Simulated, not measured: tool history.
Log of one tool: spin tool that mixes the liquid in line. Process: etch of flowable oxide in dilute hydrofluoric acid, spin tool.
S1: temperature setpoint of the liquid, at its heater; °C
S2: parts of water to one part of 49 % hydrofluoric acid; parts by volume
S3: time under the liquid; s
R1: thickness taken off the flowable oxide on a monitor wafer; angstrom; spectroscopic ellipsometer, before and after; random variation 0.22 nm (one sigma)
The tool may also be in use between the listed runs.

run	day	S1	S2	S3	R1
1	0.000	25.0	75	60	202.15
2	0.304	25.0	75	60	205.25
3	0.596	26.0	75	60	214.09
4	0.971	27.0	75	60	219.19
# day 1.333: thermometer replaced
5	1.333	27.5	75	60	237.39
6	1.625	27.5	100	60	172.78

The next listed run, before its measurement:
7	1.779	28.0	95	60	?

R1: 184.51 angstrom

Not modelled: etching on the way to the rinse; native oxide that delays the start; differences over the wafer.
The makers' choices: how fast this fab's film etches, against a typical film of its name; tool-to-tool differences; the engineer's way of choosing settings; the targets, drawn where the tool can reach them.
